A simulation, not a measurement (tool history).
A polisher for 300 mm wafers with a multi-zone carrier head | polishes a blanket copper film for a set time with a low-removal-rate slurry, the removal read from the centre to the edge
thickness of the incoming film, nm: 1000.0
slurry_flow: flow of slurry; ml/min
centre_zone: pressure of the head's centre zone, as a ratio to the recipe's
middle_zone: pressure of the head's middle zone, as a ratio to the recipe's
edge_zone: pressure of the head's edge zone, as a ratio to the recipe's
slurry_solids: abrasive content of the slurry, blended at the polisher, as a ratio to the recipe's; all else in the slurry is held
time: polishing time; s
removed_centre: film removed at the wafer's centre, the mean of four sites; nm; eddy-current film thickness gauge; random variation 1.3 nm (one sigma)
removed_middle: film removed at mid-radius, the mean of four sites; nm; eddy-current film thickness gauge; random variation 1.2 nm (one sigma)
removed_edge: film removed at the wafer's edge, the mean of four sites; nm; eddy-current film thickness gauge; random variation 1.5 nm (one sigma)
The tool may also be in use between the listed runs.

run 1 hour=0 | slurry_flow=210 centre_zone=1 middle_zone=1 edge_zone=1 slurry_solids=1 time=66 | removed_centre=203.95 removed_middle=207.87 removed_edge=194.18
run 2 hour=4.4 | slurry_flow=210 centre_zone=1 middle_zone=1 edge_zone=1 slurry_solids=1 time=57 | removed_centre=173.02 removed_middle=178.65 removed_edge=168.07
run 3 hour=7.2 | slurry_flow=210 centre_zone=1.06 middle_zone=1 edge_zone=1 slurry_solids=1 time=57 | removed_centre=182.25 removed_middle=176.1 removed_edge=168.1
run 4 hour=9.3 | slurry_flow=210 centre_zone=0.98 middle_zone=1 edge_zone=1 slurry_solids=1 time=57 | removed_centre=168.12 removed_middle=174.92 removed_edge=168.66
-- hour=12.9 edge zone pressure recalibrated
run 5 hour=12.9 | slurry_flow=205 centre_zone=0.99 middle_zone=0.96 edge_zone=0.97 slurry_solids=0.9 time=54 | removed_centre=162.88 removed_middle=158.48 removed_edge=163.3
run 6 hour=21.3 | slurry_flow=185 centre_zone=0.99 middle_zone=0.96 edge_zone=0.97 slurry_solids=0.9 time=54 | removed_centre=158.1 removed_middle=156.9 removed_edge=165.85

Run 7 comes next. What will it give?
run 7 hour=22.4 | slurry_flow=210 centre_zone=1 middle_zone=0.95 edge_zone=0.97 slurry_solids=0.85 time=49 | removed_centre=? removed_middle=? removed_edge=?

Run 7 gave removed_centre 149.74 nm, removed_middle 144.58 nm, removed_edge 150.46 nm.
